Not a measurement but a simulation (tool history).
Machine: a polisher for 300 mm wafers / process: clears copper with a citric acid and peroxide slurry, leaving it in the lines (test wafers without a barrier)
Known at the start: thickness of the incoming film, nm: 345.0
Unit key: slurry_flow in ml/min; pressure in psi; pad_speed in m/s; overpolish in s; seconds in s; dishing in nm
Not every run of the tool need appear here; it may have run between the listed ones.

Run 1, hour 0: slurry_flow 190 ml/min, pressure 3.5 psi, pad_speed 0.92 m/s, slurry_solids 1, overpolish 20 s. Result: seconds 155.7 s, dishing 30.916 nm.
Run 2, hour 4: slurry_flow 190 ml/min, pressure 3.4 psi, pad_speed 0.92 m/s, slurry_solids 1, overpolish 21 s. Result: seconds 159.91 s, dishing 32.474 nm.
Run 3, hour 5.5: slurry_flow 190 ml/min, pressure 3.4 psi, pad_speed 0.92 m/s, slurry_solids 1.1, overpolish 21 s. Result: seconds 158.29 s, dishing 30.992 nm.
Run 4, hour 13.9: slurry_flow 190 ml/min, pressure 3.4 psi, pad_speed 0.92 m/s, slurry_solids 1.1, overpolish 13 s. Result: seconds 158.17 s, dishing 21.027 nm.
Run 5, hour 15.6: slurry_flow 185 ml/min, pressure 3.3 psi, pad_speed 0.92 m/s, slurry_solids 1.1, overpolish 15 s. Result: seconds 159.18 s, dishing 23.582 nm.
Run 6, hour 24: slurry_flow 185 ml/min, pressure 3.2 psi, pad_speed 0.92 m/s, slurry_solids 1.1, overpolish 17 s. Result: seconds 163.24 s, dishing 26.519 nm.
Run 7, hour 27.4: slurry_flow 185 ml/min, pressure 3 psi, pad_speed 0.92 m/s, slurry_solids 1.1, overpolish 18 s. Result: seconds 172.11 s, dishing 26.271 nm.
Run 8, hour 31.4: slurry_flow 185 ml/min, pressure 2.9 psi, pad_speed 0.92 m/s, slurry_solids 1.1, overpolish 19 s. Result: seconds 184.71 s, dishing 25.432 nm.

Run 9 is up next; what results do you expect?
Run 9, hour 40.3: slurry_flow 185 ml/min, pressure 2.9 psi, pad_speed 0.92 m/s, slurry_solids 1.1, overpolish 20 s. Result: seconds ?, dishing ?.

Run 9 produced seconds 183.03 s, dishing 27.661 nm.

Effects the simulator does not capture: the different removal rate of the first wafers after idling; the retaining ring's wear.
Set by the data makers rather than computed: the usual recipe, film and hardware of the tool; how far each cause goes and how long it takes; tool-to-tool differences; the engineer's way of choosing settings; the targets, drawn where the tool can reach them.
